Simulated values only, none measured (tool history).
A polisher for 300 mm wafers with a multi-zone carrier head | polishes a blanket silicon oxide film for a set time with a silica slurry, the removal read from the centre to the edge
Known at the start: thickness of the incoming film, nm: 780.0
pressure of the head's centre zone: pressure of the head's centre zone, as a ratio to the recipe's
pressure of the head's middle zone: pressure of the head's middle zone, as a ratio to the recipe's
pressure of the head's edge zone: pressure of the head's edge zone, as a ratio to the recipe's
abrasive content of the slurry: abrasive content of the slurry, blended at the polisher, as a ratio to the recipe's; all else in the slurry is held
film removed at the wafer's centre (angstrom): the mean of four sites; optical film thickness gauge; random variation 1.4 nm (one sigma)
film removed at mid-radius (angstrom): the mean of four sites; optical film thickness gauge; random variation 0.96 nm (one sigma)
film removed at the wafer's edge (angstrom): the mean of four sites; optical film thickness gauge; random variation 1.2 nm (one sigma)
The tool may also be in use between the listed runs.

run	day	flow of slurry (ml/min)	pressure of the head's centre zone	pressure of the head's middle zone	pressure of the head's edge zone	abrasive content of the slurry	polishing time (s)	film removed at the wafer's centre (angstrom)	film removed at mid-radius (angstrom)	film removed at the wafer's edge (angstrom)
1	0	160	1	1	1	1	67	1619.4	1734.1	1691.5
2	0.279	160	1.05	0.98	0.95	0.85	61	1492.7	1426.6	1401.9
3	0.342	160	1.06	0.98	0.91	0.75	58	1366	1275.4	1220.8
4	0.654	160	1.06	0.92	0.91	0.75	58	1317.4	1219.2	1238
5	0.746	200	1.06	0.92	0.91	0.75	58	1411.3	1264.4	1229.2
6	0.846	200	1.06	0.92	0.96	0.75	58	1395.2	1270.7	1262.1

Run 7 comes next. What will it give?
7	1.046	210	1.06	0.91	0.93	0.65	56	?	?	?

Run 7 gave film removed at the wafer's centre (angstrom) 1279.9, film removed at mid-radius (angstrom) 1149.7, film removed at the wafer's edge (angstrom) 1126.2.
